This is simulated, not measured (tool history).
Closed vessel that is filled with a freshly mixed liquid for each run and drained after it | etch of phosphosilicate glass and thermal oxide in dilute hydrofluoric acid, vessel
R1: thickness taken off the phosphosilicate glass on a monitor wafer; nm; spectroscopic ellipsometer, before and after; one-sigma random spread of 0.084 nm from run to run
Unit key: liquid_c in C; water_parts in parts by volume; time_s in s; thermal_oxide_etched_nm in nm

run 1 hour=0 | liquid_c=21 water_parts=255 time_s=75 | R1=20.083 thermal_oxide_etched_nm=0.99562
run 2 hour=2.1 | liquid_c=18 water_parts=255 time_s=75 | R1=17.789 thermal_oxide_etched_nm=0.88985
run 3 hour=5.5 | liquid_c=17 water_parts=255 time_s=75 | R1=17.17 thermal_oxide_etched_nm=0.862
run 4 hour=8.2 | liquid_c=17 water_parts=335 time_s=75 | R1=12.215 thermal_oxide_etched_nm=0.61936
run 5 hour=12.5 | liquid_c=17 water_parts=345 time_s=75 | R1=11.891 thermal_oxide_etched_nm=0.62123
run 6 hour=20.3 | liquid_c=17 water_parts=345 time_s=75 | R1=11.679 thermal_oxide_etched_nm=0.58137
run 7 hour=25.5 | liquid_c=17 water_parts=350 time_s=75 | R1=11.524 thermal_oxide_etched_nm=0.57367
run 8 hour=27.6 | liquid_c=17 water_parts=355 time_s=75 | R1=11.347 thermal_oxide_etched_nm=0.5758
run 9 hour=33.2 | liquid_c=17 water_parts=360 time_s=75 | R1=11.012 thermal_oxide_etched_nm=0.58301

For run 10, what comes out?
run 10 hour=41.6 | liquid_c=17 water_parts=365 time_s=75 | R1=? thermal_oxide_etched_nm=?

R1: 10.863 nm
thermal_oxide_etched_nm: 0.55989 nm

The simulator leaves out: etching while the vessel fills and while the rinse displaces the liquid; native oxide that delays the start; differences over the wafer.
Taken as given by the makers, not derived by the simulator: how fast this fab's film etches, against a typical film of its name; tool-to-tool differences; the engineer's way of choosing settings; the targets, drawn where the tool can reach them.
